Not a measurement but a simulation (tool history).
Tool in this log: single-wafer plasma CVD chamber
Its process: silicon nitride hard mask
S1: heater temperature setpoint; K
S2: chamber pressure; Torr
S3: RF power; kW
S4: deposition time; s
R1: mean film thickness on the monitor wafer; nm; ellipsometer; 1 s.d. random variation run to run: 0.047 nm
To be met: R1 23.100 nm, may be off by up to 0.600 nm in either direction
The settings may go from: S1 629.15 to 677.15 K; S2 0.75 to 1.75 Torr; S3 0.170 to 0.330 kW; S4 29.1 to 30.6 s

Run 1, day 0.000: S1 653.15 K, S2 1.25 Torr, S3 0.250 kW, S4 30.6 s. Result: R1 30.120 nm.
Run 2, day 0.179: S1 653.15 K, S2 1.18 Torr, S3 0.235 kW, S4 30.4 s. Result: R1 27.887 nm.
Run 3, day 0.321: S1 653.15 K, S2 1.11 Torr, S3 0.230 kW, S4 30.3 s. Result: R1 26.843 nm.
Run 4, day 0.538: S1 653.15 K, S2 1.05 Torr, S3 0.225 kW, S4 30.2 s. Result: R1 25.966 nm.
Run 5, day 0.596: S1 653.15 K, S2 1.00 Torr, S3 0.220 kW, S4 30.2 s. Result: R1 25.064 nm.
Run 6, day 0.900: S1 653.15 K, S2 1.00 Torr, S3 0.240 kW, S4 30.2 s. Result: R1 27.298 nm.
Run 7, day 1.192: S1 653.15 K, S2 0.97 Torr, S3 0.235 kW, S4 30.1 s. Result: R1 26.468 nm.
At day 1.246: capacitance manometer re-zeroed and calibrated.
Run 8, day 1.246: S1 653.15 K, S2 0.97 Torr, S3 0.235 kW, S4 30.1 s. Result: R1 26.205 nm.

5 next moves are on the table. One of them brings every result within its allowed miss. Which?
Run A, day 1.300: S1 646.15 K, S2 1.15 Torr, S3 0.270 kW, S4 30.6 s. Result: R1 ?.
Run B, day 1.300: S1 654.15 K, S2 0.80 Torr, S3 0.210 kW, S4 29.1 s. Result: R1 ?.
Run C, day 1.300: S1 642.15 K, S2 0.89 Torr, S3 0.240 kW, S4 30.6 s. Result: R1 ?.
Run D, day 1.300: S1 642.15 K, S2 1.12 Torr, S3 0.210 kW, S4 29.1 s. Result: R1 ?.
Run E, day 1.300: S1 630.15 K, S2 1.40 Torr, S3 0.175 kW, S4 30.3 s. Result: R1 ?.

move      R1
   A  31.763
   B  21.646
   C  26.904
   D  23.322
   E  20.495
A: misses by more than the last run did
B: moves the result that the last run missed by most past its target, out the other side
C: misses by more than the last run did
D: every result within its allowed miss
E: moves the result that the last run missed by most past its target, out the other side
The move that meets every target is D.
